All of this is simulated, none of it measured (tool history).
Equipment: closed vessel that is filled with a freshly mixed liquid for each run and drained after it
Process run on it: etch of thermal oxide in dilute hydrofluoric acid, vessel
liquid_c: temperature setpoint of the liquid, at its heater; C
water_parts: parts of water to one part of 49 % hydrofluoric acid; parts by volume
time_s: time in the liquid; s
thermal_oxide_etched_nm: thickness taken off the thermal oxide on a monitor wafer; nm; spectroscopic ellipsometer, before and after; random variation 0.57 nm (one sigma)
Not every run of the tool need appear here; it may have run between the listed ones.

| run | day | liquid_c | water_parts | time_s | thermal_oxide_etched_nm |
|---|---|---|---|---|---|
| 1 | 0 | 21 | 65 | 1090 | 78.579 |
| 2 | 0.146 | 22.5 | 65 | 1090 | 83.526 |
| 3 | 0.467 | 24 | 65 | 1090 | 88.946 |
| 4 | 0.825 | 25 | 65 | 1090 | 93.001 |
| 5 | 1.188 | 25 | 65 | 1090 | 92.799 |
| 6 | 1.292 | 22 | 65 | 1090 | 81.566 |
| 7 | 1.433 | 23.5 | 65 | 1090 | 86.461 |
| 8 | 1.529 | 24.5 | 65 | 1090 | 90.52 |
| 9 | 1.875 | 25.5 | 65 | 1090 | 94.596 |
| 10 | 2.025 | 26 | 65 | 1090 | 96.369 |
| 11 | 2.15 | 26.5 | 65 | 1090 | 98.3 |

Predict the results of run 12:
| 12 | 2.262 | 27 | 65 | 1090 | ? |

thermal_oxide_etched_nm: 99.825 nm
